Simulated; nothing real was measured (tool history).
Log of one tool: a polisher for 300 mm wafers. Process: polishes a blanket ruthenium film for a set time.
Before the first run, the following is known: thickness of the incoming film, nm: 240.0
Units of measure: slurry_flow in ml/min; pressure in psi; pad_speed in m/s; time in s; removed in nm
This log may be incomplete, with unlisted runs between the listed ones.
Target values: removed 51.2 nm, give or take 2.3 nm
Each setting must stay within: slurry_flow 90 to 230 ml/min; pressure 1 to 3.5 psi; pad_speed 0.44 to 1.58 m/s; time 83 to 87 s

run 1 hour=0 | slurry_flow=150 pressure=2.2 pad_speed=1 time=83 | removed=85.559
run 2 hour=5.6 | slurry_flow=150 pressure=2.1 pad_speed=1 time=83 | removed=80.094
run 3 hour=12.7 | slurry_flow=180 pressure=2.1 pad_speed=1 time=83 | removed=83.231
run 4 hour=16.5 | slurry_flow=180 pressure=2.1 pad_speed=1 time=87 | removed=89.451
run 5 hour=21.1 | slurry_flow=180 pressure=2 pad_speed=1 time=87 | removed=83.322
run 6 hour=23 | slurry_flow=180 pressure=1.6 pad_speed=1 time=87 | removed=70.427
run 7 hour=26.7 | slurry_flow=180 pressure=1.5 pad_speed=1 time=87 | removed=67.137
run 8 hour=29.1 | slurry_flow=180 pressure=1.4 pad_speed=1 time=87 | removed=64.432
run 9 hour=30.1 | slurry_flow=180 pressure=1.2 pad_speed=0.98 time=87 | removed=55.252

Exactly one of the 4 candidate moves below puts every result within its allowed miss. Which one?
run A hour=31.1 | slurry_flow=225 pressure=1.6 pad_speed=0.76 time=83 | removed=?
run B hour=31.1 | slurry_flow=215 pressure=1.2 pad_speed=0.9 time=83 | removed=?
run C hour=31.1 | slurry_flow=185 pressure=1.3 pad_speed=0.86 time=87 | removed=?
run D hour=31.1 | slurry_flow=190 pressure=1.4 pad_speed=0.92 time=83 | removed=?

move=A removed=57.678
move=B removed=51.464
move=C removed=54.38
move=D removed=57.515
A: misses by more than the last run did
B: every result lands within tolerance
C: gains on the last run, yet a result remains outside its allowed miss
D: misses by more than the last run did
Correct choice: B, which meets every target

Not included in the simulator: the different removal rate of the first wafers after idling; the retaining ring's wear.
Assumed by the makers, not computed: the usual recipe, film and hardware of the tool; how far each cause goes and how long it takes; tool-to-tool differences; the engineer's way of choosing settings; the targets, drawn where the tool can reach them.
